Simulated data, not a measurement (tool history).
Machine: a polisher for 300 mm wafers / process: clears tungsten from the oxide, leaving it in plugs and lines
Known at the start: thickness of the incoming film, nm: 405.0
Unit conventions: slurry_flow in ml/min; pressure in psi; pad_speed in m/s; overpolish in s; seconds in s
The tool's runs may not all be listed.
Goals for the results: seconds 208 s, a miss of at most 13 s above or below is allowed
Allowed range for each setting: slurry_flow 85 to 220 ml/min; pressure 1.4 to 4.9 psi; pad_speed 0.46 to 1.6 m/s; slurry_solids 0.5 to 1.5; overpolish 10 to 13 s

Run 1, hour 0: slurry_flow 140 ml/min, pressure 3.1 psi, pad_speed 1.02 m/s, slurry_solids 1, overpolish 13 s. Result: seconds 117.32 s.
Run 2, hour 2.4: slurry_flow 140 ml/min, pressure 3.1 psi, pad_speed 1.14 m/s, slurry_solids 1, overpolish 13 s. Result: seconds 104.75 s.
Run 3, hour 6.2: slurry_flow 140 ml/min, pressure 3.1 psi, pad_speed 0.98 m/s, slurry_solids 1, overpolish 13 s. Result: seconds 123.04 s.
Run 4, hour 11: slurry_flow 140 ml/min, pressure 3.1 psi, pad_speed 0.98 m/s, slurry_solids 1, overpolish 10 s. Result: seconds 122.97 s.
Run 5, hour 13.5: slurry_flow 140 ml/min, pressure 3.1 psi, pad_speed 0.98 m/s, slurry_solids 1.2, overpolish 10 s. Result: seconds 121.71 s.
Run 6, hour 20.2: slurry_flow 140 ml/min, pressure 3.1 psi, pad_speed 0.98 m/s, slurry_solids 1.2, overpolish 10 s. Result: seconds 115.68 s.
Run 7, hour 23.3: slurry_flow 140 ml/min, pressure 3.1 psi, pad_speed 0.98 m/s, slurry_solids 1.2, overpolish 10 s. Result: seconds 117.96 s.
Run 8, hour 31.7: slurry_flow 140 ml/min, pressure 2.8 psi, pad_speed 0.96 m/s, slurry_solids 1.2, overpolish 10 s. Result: seconds 134.46 s.
Run 9, hour 35.8: slurry_flow 140 ml/min, pressure 2.6 psi, pad_speed 0.96 m/s, slurry_solids 1.2, overpolish 10 s. Result: seconds 144.51 s.

Exercise: of the 5 proposed moves below, exactly one satisfies all targets within the stated allowed misses. Which move is it?
Run A, hour 39.9: slurry_flow 160 ml/min, pressure 2.5 psi, pad_speed 1.02 m/s, slurry_solids 1.5, overpolish 10 s. Result: seconds ?.
Run B, hour 39.9: slurry_flow 115 ml/min, pressure 2.9 psi, pad_speed 0.6 m/s, slurry_solids 1.15, overpolish 13 s. Result: seconds ?.
Run C, hour 39.9: slurry_flow 150 ml/min, pressure 2.3 psi, pad_speed 0.9 m/s, slurry_solids 1.45, overpolish 10 s. Result: seconds ?.
Run D, hour 39.9: slurry_flow 125 ml/min, pressure 1.9 psi, pad_speed 0.7 m/s, slurry_solids 1.15, overpolish 13 s. Result: seconds ?.
Run E, hour 39.9: slurry_flow 165 ml/min, pressure 2.7 psi, pad_speed 0.78 m/s, slurry_solids 1.05, overpolish 13 s. Result: seconds ?.

move  seconds
   A   133.75
   B    218.1
   C   166.66
   D   276.99
   E   171.61
A: misses by more than the last run did
B: all results land within tolerance of their targets
C: gains on the last run, yet a result remains outside its allowed miss
D: carries the result that was furthest off beyond its target, to the other side
E: gains on the last run, yet a result remains outside its allowed miss
B meets every target.
